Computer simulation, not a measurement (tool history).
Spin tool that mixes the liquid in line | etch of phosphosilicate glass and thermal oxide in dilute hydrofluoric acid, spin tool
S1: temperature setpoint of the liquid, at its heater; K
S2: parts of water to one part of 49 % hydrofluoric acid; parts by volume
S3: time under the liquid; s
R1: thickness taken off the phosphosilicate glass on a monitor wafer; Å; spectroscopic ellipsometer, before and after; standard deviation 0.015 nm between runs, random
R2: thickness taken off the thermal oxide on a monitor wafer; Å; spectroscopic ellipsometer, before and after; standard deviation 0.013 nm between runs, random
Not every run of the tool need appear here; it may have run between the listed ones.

{"run": 1, "hour": 0.0, "S1": 296.15, "S2": 180, "S3": 30, "R1": 92.098, "R2": 7.3145}
{"run": 2, "hour": 5.5, "S1": 296.15, "S2": 180, "S3": 25, "R1": 76.786, "R2": 6.7028}
{"run": 3, "hour": 13.8, "S1": 295.65, "S2": 190, "S3": 25, "R1": 71.215, "R2": 5.801}
{"run": 4, "hour": 14.9, "S1": 295.65, "S2": 200, "S3": 25, "R1": 66.393, "R2": 5.376}
{"run": 5, "hour": 15.5, "S1": 295.15, "S2": 205, "S3": 25, "R1": 63.374, "R2": 5.2601}
{"hour": 19.1, "done": "hydrofluoric acid flow meter replaced"}
{"run": 6, "hour": 19.1, "S1": 294.65, "S2": 210, "S3": 25, "R1": 56.294, "R2": 4.8754}
{"run": 7, "hour": 27.8, "S1": 294.15, "S2": 215, "S3": 25, "R1": 53.499, "R2": 4.2325}

Expected results for the next run?
{"run": 8, "hour": 32.9, "S1": 294.15, "S2": 270, "S3": 25, "R1": "?", "R2": "?"}

{"run 8": {"R1": 40.705, "R2": 3.3084}}
